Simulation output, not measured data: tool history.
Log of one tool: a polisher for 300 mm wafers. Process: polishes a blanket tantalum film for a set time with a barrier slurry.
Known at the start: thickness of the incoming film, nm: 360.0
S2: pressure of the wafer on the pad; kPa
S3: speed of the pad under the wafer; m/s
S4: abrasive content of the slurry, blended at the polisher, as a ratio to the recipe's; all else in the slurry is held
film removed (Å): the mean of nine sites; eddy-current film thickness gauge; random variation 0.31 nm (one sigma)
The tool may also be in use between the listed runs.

Run 1, day 0.000: flow of slurry (ml/min) 215, S2 9.7 kPa, S3 1.16 m/s, S4 1.0, polishing time (s) 48. Result: film removed (Å) 648.86.
Run 2, day 0.138: flow of slurry (ml/min) 210, S2 8.3 kPa, S3 1.16 m/s, S4 1.0, polishing time (s) 48. Result: film removed (Å) 563.74.
Run 3, day 0.221: flow of slurry (ml/min) 210, S2 8.3 kPa, S3 0.94 m/s, S4 1.0, polishing time (s) 48. Result: film removed (Å) 474.13.
Run 4, day 0.500: flow of slurry (ml/min) 205, S2 8.3 kPa, S3 0.94 m/s, S4 1.0, polishing time (s) 48. Result: film removed (Å) 475.20.
Run 5, day 0.754: flow of slurry (ml/min) 205, S2 7.6 kPa, S3 0.94 m/s, S4 1.0, polishing time (s) 48. Result: film removed (Å) 439.20.
Run 6, day 1.012: flow of slurry (ml/min) 200, S2 7.6 kPa, S3 0.94 m/s, S4 1.0, polishing time (s) 48. Result: film removed (Å) 432.43.
Run 7, day 1.225: flow of slurry (ml/min) 195, S2 7.6 kPa, S3 0.94 m/s, S4 1.0, polishing time (s) 48. Result: film removed (Å) 437.28.
Run 8, day 1.550: flow of slurry (ml/min) 195, S2 7.6 kPa, S3 0.94 m/s, S4 1.0, polishing time (s) 48. Result: film removed (Å) 436.75.
Run 9, day 1.896: flow of slurry (ml/min) 190, S2 7.6 kPa, S3 0.94 m/s, S4 1.0, polishing time (s) 48. Result: film removed (Å) 434.48.

The next listed run, before its measurement:
Run 10, day 2.021: flow of slurry (ml/min) 185, S2 7.6 kPa, S3 0.94 m/s, S4 1.0, polishing time (s) 48. Result: film removed (Å) ?.

{"run 10": {"film removed (Å)": 434.81}}

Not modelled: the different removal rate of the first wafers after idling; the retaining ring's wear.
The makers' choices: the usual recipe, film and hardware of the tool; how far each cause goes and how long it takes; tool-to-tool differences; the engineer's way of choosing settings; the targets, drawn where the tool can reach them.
